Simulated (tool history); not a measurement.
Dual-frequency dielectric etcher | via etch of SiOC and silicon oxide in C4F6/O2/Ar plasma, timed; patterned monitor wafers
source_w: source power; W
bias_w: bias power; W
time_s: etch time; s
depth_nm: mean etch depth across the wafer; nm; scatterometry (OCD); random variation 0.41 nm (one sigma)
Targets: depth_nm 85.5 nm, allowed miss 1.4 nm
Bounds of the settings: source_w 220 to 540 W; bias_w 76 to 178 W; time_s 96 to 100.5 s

run	hour	source_w	bias_w	time_s	depth_nm
1	0	380	127	96	93.677
2	3.3	380	143	96	96.416
3	7.4	380	143	100.5	101.18
4	10.5	340	140	100.5	97.333
5	13.2	340	162	100.5	100.09
6	19.7	340	139	100.5	96.15
7	26.4	310	138	100.5	94.454
8	32.3	290	134	100	90.995
9	38.4	270	133	100	89.068
10	46.2	260	132	100	88.132

Which of these 5 next moves meets every target?
A	54	260	134	100.5	?
B	54	260	151	98.5	?
C	54	280	132	97.5	?
D	54	240	143	97.5	?
E	54	330	118	96	?

move	depth_nm
A	88.754
B	89.147
C	87.775
D	85.225
E	89.008
A: further off than the last run
B: further off than the last run
C: nearer than the last run, and not there yet
D: meets every target
E: further off than the last run
The right move is D.
